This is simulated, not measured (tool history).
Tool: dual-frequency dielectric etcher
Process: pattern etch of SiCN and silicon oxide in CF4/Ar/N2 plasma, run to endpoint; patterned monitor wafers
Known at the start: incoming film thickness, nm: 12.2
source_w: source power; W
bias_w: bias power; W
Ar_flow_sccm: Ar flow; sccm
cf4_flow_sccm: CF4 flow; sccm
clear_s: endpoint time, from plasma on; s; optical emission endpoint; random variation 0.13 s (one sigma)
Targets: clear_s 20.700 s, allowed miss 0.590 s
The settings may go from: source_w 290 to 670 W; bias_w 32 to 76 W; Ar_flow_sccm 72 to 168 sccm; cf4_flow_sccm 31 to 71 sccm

run 1 hour=0.0 | source_w=480 bias_w=54 Ar_flow_sccm=120 cf4_flow_sccm=51 | clear_s=15.880
run 2 hour=6.3 | source_w=480 bias_w=50 Ar_flow_sccm=120 cf4_flow_sccm=51 | clear_s=16.027
run 3 hour=10.4 | source_w=440 bias_w=49 Ar_flow_sccm=121 cf4_flow_sccm=51 | clear_s=17.806
run 4 hour=11.7 | source_w=420 bias_w=49 Ar_flow_sccm=121 cf4_flow_sccm=51 | clear_s=18.659
run 5 hour=12.9 | source_w=410 bias_w=49 Ar_flow_sccm=121 cf4_flow_sccm=51 | clear_s=19.097
run 6 hour=16.1 | source_w=410 bias_w=49 Ar_flow_sccm=109 cf4_flow_sccm=51 | clear_s=18.581
run 7 hour=17.1 | source_w=390 bias_w=49 Ar_flow_sccm=109 cf4_flow_sccm=51 | clear_s=19.710
run 8 hour=18.3 | source_w=360 bias_w=49 Ar_flow_sccm=109 cf4_flow_sccm=51 | clear_s=21.535

4 next moves are on the table. One of them brings every result within its allowed miss. Which?
run A hour=19.5 | source_w=350 bias_w=45 Ar_flow_sccm=118 cf4_flow_sccm=57 | clear_s=?
run B hour=19.5 | source_w=340 bias_w=54 Ar_flow_sccm=114 cf4_flow_sccm=60 | clear_s=?
run C hour=19.5 | source_w=340 bias_w=53 Ar_flow_sccm=131 cf4_flow_sccm=58 | clear_s=?
run D hour=19.5 | source_w=370 bias_w=53 Ar_flow_sccm=117 cf4_flow_sccm=47 | clear_s=?

move=A clear_s=23.003
move=B clear_s=22.373
move=C clear_s=23.144
move=D clear_s=21.172
A: further off than the last run
B: further off than the last run
C: further off than the last run
D: meets every target
Move D is the one to make.
